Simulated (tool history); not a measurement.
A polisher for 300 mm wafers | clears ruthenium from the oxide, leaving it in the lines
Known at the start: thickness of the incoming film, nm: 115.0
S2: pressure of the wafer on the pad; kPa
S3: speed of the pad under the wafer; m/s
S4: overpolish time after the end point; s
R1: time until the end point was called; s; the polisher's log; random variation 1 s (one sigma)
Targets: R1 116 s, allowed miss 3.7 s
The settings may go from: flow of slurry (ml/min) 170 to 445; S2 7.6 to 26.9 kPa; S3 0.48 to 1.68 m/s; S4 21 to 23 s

{"run": 1, "hour": 0.0, "flow of slurry (ml/min)": 285, "S2": 17.2, "S3": 1.08, "S4": 21, "R1": 79.841}
{"run": 2, "hour": 6.7, "flow of slurry (ml/min)": 285, "S2": 17.2, "S3": 1.34, "S4": 21, "R1": 68.957}
{"run": 3, "hour": 15.5, "flow of slurry (ml/min)": 285, "S2": 17.2, "S3": 1.34, "S4": 21, "R1": 68.587}
{"run": 4, "hour": 22.2, "flow of slurry (ml/min)": 285, "S2": 14.5, "S3": 1.34, "S4": 21, "R1": 79.546}
{"run": 5, "hour": 22.8, "flow of slurry (ml/min)": 285, "S2": 14.5, "S3": 1.34, "S4": 21, "R1": 80.206}
{"run": 6, "hour": 31.0, "flow of slurry (ml/min)": 285, "S2": 12.4, "S3": 1.34, "S4": 21, "R1": 93.895}
{"run": 7, "hour": 32.4, "flow of slurry (ml/min)": 285, "S2": 12.4, "S3": 1.34, "S4": 21, "R1": 93.893}
{"run": 8, "hour": 36.7, "flow of slurry (ml/min)": 280, "S2": 8.3, "S3": 1.34, "S4": 21, "R1": 138.27}
{"run": 9, "hour": 43.4, "flow of slurry (ml/min)": 290, "S2": 8.3, "S3": 1.34, "S4": 21, "R1": 137.3}

Which of these 5 next moves meets every target?
{"run": "A", "hour": 50.1, "flow of slurry (ml/min)": 300, "S2": 8.3, "S3": 0.98, "S4": 23, "R1": "?"}
{"run": "B", "hour": 50.1, "flow of slurry (ml/min)": 290, "S2": 10.3, "S3": 1.2, "S4": 21, "R1": "?"}
{"run": "C", "hour": 50.1, "flow of slurry (ml/min)": 290, "S2": 14.5, "S3": 0.88, "S4": 21, "R1": "?"}
{"run": "D", "hour": 50.1, "flow of slurry (ml/min)": 340, "S2": 11, "S3": 1.14, "S4": 23, "R1": "?"}
{"run": "E", "hour": 50.1, "flow of slurry (ml/min)": 280, "S2": 9.7, "S3": 1.26, "S4": 23, "R1": "?"}

move=A R1=175.43
move=B R1=122.89
move=C R1=111.18
move=D R1=118.78
move=E R1=126.79
A: further off than the last run
B: nearer than the last run, and not there yet
C: takes the result that was furthest off past its target
D: meets every target
E: nearer than the last run, and not there yet
Answer: D

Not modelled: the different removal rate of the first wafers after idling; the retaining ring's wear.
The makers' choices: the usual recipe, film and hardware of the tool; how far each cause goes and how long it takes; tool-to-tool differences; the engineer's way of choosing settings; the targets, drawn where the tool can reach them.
